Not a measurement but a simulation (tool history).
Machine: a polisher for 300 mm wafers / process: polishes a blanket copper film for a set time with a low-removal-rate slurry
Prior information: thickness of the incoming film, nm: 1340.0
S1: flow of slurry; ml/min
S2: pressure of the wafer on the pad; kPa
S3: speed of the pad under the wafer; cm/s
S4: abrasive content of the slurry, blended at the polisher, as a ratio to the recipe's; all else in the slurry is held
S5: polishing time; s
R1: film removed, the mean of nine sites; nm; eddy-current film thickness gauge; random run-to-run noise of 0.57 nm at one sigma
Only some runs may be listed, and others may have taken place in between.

| run | day | S1 | S2 | S3 | S4 | S5 | R1 |
|---|---|---|---|---|---|---|---|
| 1 | 0 | 150 | 12.4 | 116 | 1 | 47 | 88.58 |
| 2 | 0.346 | 170 | 12.4 | 116 | 1 | 47 | 89.834 |
| 3 | 0.529 | 170 | 12.4 | 116 | 1 | 42 | 79.4 |
| 4 | 0.738 | 170 | 10.3 | 112 | 1 | 42 | 65.79 |
| 5 | 0.912 | 170 | 10.3 | 130 | 1 | 42 | 76.275 |
| 6 | 1.233 | 170 | 10.3 | 130 | 1 | 47 | 85.376 |
| 7 | 1.288 | 170 | 9 | 120 | 1 | 47 | 69.034 |
| 8 | 1.412 | 170 | 8.3 | 112 | 1 | 47 | 61.607 |
| 9 | 1.729 | 170 | 7.6 | 106 | 1 | 47 | 52.582 |

Run 10 is up next; what results do you expect?
| 10 | 2 | 170 | 6.9 | 104 | 1 | 47 | ? |

{"run 10": {"R1": 47.643}}
